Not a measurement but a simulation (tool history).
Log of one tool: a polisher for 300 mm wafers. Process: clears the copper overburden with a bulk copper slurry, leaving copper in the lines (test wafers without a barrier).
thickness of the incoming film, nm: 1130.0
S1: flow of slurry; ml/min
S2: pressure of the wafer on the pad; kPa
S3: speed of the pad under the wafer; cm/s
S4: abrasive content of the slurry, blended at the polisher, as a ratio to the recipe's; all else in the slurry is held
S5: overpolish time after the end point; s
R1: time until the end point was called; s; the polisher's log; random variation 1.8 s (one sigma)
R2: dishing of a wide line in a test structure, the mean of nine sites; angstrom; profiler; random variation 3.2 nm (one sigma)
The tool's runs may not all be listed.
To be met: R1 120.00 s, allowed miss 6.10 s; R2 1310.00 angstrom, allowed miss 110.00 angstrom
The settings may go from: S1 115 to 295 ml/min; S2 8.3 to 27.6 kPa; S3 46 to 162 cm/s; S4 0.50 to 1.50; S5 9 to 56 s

Run 1, hour 0.0: S1 190 ml/min, S2 17.9 kPa, S3 104 cm/s, S4 1.00, S5 29 s. Result: R1 153.50 s, R2 1055.90 angstrom.
Run 2, hour 3.5: S1 190 ml/min, S2 18.6 kPa, S3 104 cm/s, S4 1.00, S5 30 s. Result: R1 155.22 s, R2 1110.10 angstrom.
Run 3, hour 10.6: S1 190 ml/min, S2 18.6 kPa, S3 88 cm/s, S4 1.00, S5 30 s. Result: R1 178.77 s, R2 996.64 angstrom.
Run 4, hour 15.6: S1 190 ml/min, S2 18.6 kPa, S3 88 cm/s, S4 0.85, S5 30 s. Result: R1 182.41 s, R2 1021.90 angstrom.
Run 5, hour 21.2: S1 190 ml/min, S2 21.4 kPa, S3 88 cm/s, S4 0.85, S5 30 s. Result: R1 165.52 s, R2 1071.90 angstrom.
Run 6, hour 22.4: S1 190 ml/min, S2 21.4 kPa, S3 66 cm/s, S4 0.85, S5 30 s. Result: R1 212.47 s, R2 938.86 angstrom.
Run 7, hour 29.7: S1 195 ml/min, S2 26.2 kPa, S3 90 cm/s, S4 0.90, S5 28 s. Result: R1 131.64 s, R2 1250.50 angstrom.
Run 8, hour 38.4: S1 195 ml/min, S2 26.9 kPa, S3 92 cm/s, S4 0.90, S5 27 s. Result: R1 127.82 s, R2 1188.30 angstrom.

Which of these 5 next moves meets every target?
Run A, hour 47.1: S1 195 ml/min, S2 25.5 kPa, S3 104 cm/s, S4 0.75, S5 30 s. Result: R1 ?, R2 ?.
Run B, hour 47.1: S1 210 ml/min, S2 27.6 kPa, S3 92 cm/s, S4 0.95, S5 18 s. Result: R1 ?, R2 ?.
Run C, hour 47.1: S1 205 ml/min, S2 27.6 kPa, S3 100 cm/s, S4 0.75, S5 19 s. Result: R1 ?, R2 ?.
Run D, hour 47.1: S1 195 ml/min, S2 27.6 kPa, S3 106 cm/s, S4 0.90, S5 18 s. Result: R1 ?, R2 ?.
Run E, hour 47.1: S1 180 ml/min, S2 27.6 kPa, S3 104 cm/s, S4 0.90, S5 19 s. Result: R1 ?, R2 ?.

move      R1       R2
   A  120.20  1277.40
   B  118.45   978.52
   C  115.65  1028.10
   D  105.85  1050.20
   E  108.56  1068.70
A: meets every target
B: brings the result that was furthest off to its target, and leaves another outside
C: brings the result that was furthest off to its target, and leaves another outside
D: takes the result that was furthest off past its target
E: takes the result that was furthest off past its target
The right move is A.
